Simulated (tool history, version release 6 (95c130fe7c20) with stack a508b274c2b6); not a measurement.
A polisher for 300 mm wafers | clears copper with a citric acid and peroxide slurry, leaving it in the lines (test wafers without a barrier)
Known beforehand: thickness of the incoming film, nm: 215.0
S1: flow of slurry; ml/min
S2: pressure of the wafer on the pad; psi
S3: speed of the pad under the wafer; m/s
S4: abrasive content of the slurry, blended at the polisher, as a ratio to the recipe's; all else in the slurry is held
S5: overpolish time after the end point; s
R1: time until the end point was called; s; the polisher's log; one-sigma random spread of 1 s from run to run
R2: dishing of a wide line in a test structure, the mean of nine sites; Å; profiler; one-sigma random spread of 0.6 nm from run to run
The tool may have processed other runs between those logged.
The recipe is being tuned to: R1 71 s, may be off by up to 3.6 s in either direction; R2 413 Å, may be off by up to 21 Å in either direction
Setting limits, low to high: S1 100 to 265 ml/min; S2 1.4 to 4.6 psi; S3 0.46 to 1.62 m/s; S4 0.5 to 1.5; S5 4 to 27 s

run,hour,S1,S2,S3,S4,S5,R1,R2
1,0,170,3,1.04,1,14,106.89,202.69
2,5.2,165,3.4,1.04,1,16,92.977,260.09
3,7.9,165,3.4,1.04,1,13,95.933,214.75
4,9,165,3.1,1.04,1,13,100.56,199.11
5,14.6,165,3.4,1.08,1,15,91.113,248.68
6,20,165,3.4,1.08,1,12,90.708,205.01
7,21.2,165,3.6,1.1,1,14,87.401,249.89
8,25.2,165,3.8,1.12,1,15,78.464,291.48
9,28.6,165,3.9,1.12,1,16,75.932,310.17
10,32,165,4,1.12,1,17,75.982,340.9
11,33.5,165,4.1,1.12,1,18,75.045,352.27
12,38.2,165,4.2,1.12,1,19,71.189,389.94

Next run, 5 choices. One meets every target within its allowed miss, the rest don't. Which?
A,42.9,155,4.3,1.14,1.05,17,?,?
B,42.9,165,3.8,1.2,1.35,17,?,?
C,42.9,135,4.4,1.1,1.05,18,?,?
D,42.9,165,4.4,1.06,1,18,?,?
E,42.9,140,4.6,1.04,1,21,?,?

move,R1,R2
A,70.275,358.98
B,71.429,352.64
C,73.059,364.87
D,73.582,362.7
E,73.948,411.53
A: the biggest miss grows against the last run
B: the biggest miss grows against the last run
C: the biggest miss grows against the last run
D: the biggest miss grows against the last run
E: all results land within tolerance of their targets
E is the move that brings every result within its allowed miss.

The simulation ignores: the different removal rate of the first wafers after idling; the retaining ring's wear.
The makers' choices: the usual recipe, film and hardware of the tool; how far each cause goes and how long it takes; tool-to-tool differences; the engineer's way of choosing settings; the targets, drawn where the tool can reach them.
